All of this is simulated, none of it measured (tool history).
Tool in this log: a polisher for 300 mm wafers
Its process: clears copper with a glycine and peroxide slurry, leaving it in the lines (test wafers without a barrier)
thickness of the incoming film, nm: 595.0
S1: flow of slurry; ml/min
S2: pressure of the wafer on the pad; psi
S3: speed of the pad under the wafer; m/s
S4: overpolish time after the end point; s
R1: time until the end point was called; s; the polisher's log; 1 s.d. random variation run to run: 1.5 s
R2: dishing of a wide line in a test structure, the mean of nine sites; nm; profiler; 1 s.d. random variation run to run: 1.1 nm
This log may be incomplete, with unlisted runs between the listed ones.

run,hour,S1,S2,S3,S4,R1,R2
1,0,185,2.3,1.12,30,117.45,82.758
2,1.5,185,2.8,1.12,30,101.69,94.422
3,3.9,185,2.6,1.12,30,107.32,91.799
4,11.8,185,2.6,1.12,38,104.39,101.18
5,20,185,2.6,1.12,26,108.27,84.54
6,28.5,140,2.6,1.12,26,109.96,80.539

Estimate the outcome of run 7 from the log above:
7,30.5,140,2.5,1.12,26,?,?

{"run 7": {"R1": 113.88, "R2": 76.81}}
